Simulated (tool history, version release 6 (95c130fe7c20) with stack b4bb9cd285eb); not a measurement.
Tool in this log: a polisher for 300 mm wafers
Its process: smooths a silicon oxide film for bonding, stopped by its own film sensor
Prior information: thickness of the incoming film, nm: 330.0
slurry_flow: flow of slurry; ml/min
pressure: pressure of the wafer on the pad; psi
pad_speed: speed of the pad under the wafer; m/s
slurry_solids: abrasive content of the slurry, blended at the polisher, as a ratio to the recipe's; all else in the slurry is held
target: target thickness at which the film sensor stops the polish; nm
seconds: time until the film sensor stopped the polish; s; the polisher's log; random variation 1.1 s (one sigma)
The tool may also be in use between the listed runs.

run  hour  slurry_flow  pressure  pad_speed  slurry_solids  target  seconds
  1     0          255       1.6       0.78              1     303   65.173
  2   5.6          255       1.6       0.78              1     306   55.466
  3   8.1          255       1.5       0.78              1     306   59.988
  4  12.5          255       1.5       0.78            0.9     306     64.3
  5    18          255       1.4       0.78            0.9     306   67.777
  6  20.4          290       1.4       0.78            0.9     306    68.82
  7  21.5          290       0.9       0.76            0.9     306    106.5

Estimate the outcome of run 8 from the log above:
  8  27.1          290         1       0.76            0.9     306        ?

{"run 8": {"seconds": 97.014}}
